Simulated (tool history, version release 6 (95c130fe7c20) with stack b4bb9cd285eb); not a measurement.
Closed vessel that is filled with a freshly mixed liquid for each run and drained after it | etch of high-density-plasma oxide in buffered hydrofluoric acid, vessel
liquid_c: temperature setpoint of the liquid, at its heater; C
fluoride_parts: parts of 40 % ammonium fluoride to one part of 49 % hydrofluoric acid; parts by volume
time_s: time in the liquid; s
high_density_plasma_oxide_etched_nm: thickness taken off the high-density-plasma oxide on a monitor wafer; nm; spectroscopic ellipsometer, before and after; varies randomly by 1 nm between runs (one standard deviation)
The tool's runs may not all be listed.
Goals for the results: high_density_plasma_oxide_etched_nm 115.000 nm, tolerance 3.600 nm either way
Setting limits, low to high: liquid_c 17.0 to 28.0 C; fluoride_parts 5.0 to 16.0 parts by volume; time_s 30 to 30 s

run	hour	liquid_c	fluoride_parts	time_s	high_density_plasma_oxide_etched_nm
1	0.0	20.0	9.5	30	60.093
2	6.5	21.0	9.0	30	67.435
3	10.2	21.0	9.0	30	68.125
4	17.5	21.0	7.0	30	85.166
5	25.8	21.5	7.0	30	88.467
6	31.8	22.0	7.0	30	89.235
# hour 35.4: hydrofluoric acid flow meter replaced
7	35.4	26.0	7.0	30	124.150
8	36.5	25.5	7.0	30	121.240

Of the 4 settings listed for the next run, only one would bring every result within its allowed miss of target. Which one?
A	37.6	25.5	6.5	30	?
B	37.6	27.5	7.5	30	?
C	37.6	26.5	7.0	30	?
D	37.6	24.5	7.0	30	?

move	high_density_plasma_oxide_etched_nm
A	127.150
B	123.190
C	125.810
D	112.950
A: its largest miss is bigger than the last run's
B: its largest miss is bigger than the last run's
C: its largest miss is bigger than the last run's
D: in spec on every target
So the answer is move D, the one that meets all the targets.
